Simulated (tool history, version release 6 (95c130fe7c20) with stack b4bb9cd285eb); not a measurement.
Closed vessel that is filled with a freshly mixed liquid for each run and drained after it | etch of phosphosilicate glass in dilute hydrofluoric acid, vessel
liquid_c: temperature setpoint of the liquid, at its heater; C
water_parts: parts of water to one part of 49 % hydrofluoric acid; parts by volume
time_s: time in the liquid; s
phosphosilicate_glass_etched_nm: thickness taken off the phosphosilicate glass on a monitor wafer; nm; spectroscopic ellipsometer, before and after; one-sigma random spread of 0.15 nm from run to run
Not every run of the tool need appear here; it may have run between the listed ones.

run,day,liquid_c,water_parts,time_s,phosphosilicate_glass_etched_nm
1,0.000,25.0,270,30,11.732
2,0.375,23.5,270,30,11.047
3,0.562,23.5,180,30,18.237
4,0.862,23.5,90,30,40.370
5,1.200,23.5,55,30,70.128
6,1.258,23.5,140,30,24.608

Predict the results of run 7:
7,1.350,24.0,140,30,?

Run 7 produced phosphosilicate_glass_etched_nm 25.287 nm.
